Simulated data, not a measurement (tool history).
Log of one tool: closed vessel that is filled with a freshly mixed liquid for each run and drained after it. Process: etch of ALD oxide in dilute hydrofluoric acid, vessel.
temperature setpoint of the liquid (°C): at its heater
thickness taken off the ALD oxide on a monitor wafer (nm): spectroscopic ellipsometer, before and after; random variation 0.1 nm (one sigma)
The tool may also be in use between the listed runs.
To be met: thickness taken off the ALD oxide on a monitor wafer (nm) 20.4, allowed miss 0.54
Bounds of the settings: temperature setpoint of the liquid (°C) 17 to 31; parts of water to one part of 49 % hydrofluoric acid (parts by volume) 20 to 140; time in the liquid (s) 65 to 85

| run | hour | temperature setpoint of the liquid (°C) | parts of water to one part of 49 % hydrofluoric acid (parts by volume) | time in the liquid (s) | thickness taken off the ALD oxide on a monitor wafer (nm) |
|---|---|---|---|---|---|
| 1 | 0 | 23 | 75 | 85 | 24.762 |
| 2 | 8.6 | 22.5 | 75 | 85 | 24.021 |
| 3 | 16.7 | 22 | 75 | 85 | 23.367 |
| 4 | 24.4 | 22 | 75 | 65 | 17.948 |
| 5 | 31.5 | 22 | 75 | 65 | 18.048 |
| 6 | 34.5 | 23 | 75 | 65 | 18.745 |
| 7 | 40.7 | 23.5 | 75 | 65 | 19.246 |
| 8 | 42.2 | 24 | 75 | 65 | 19.285 |

4 next moves are on the table. One of them brings every result within its allowed miss. Which?
| A | 43.7 | 23.5 | 85 | 85 | ? |
| B | 43.7 | 24.5 | 90 | 85 | ? |
| C | 43.7 | 24.5 | 90 | 75 | ? |
| D | 43.7 | 23.5 | 80 | 75 | ? |

| move | thickness taken off the ALD oxide on a monitor wafer (nm) |
|---|---|
| A | 21.801 |
| B | 21.296 |
| C | 18.791 |
| D | 20.566 |
A: takes the result that was furthest off past its target
B: takes the result that was furthest off past its target
C: further off than the last run
D: meets every target
Move D is the one to make.
